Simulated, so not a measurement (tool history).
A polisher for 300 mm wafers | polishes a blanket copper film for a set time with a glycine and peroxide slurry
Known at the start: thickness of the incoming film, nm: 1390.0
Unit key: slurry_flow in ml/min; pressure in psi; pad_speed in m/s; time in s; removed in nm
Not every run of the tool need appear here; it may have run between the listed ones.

run	day	slurry_flow	pressure	pad_speed	time	removed
1	0.000	245	3.4	0.88	66	375.11
2	0.208	245	3.4	0.88	66	376.26
3	0.508	255	3.6	0.88	66	390.13
4	0.746	255	3.8	0.88	66	403.45
5	0.888	255	3.8	0.88	66	409.90
6	1.150	300	3.8	0.88	66	415.66
7	1.242	305	4.0	0.88	66	429.43
8	1.329	305	4.1	0.88	66	439.57

The next listed run, before its measurement:
9	1.500	305	4.2	0.88	66	?

{"run 9": {"removed": 445.99}}
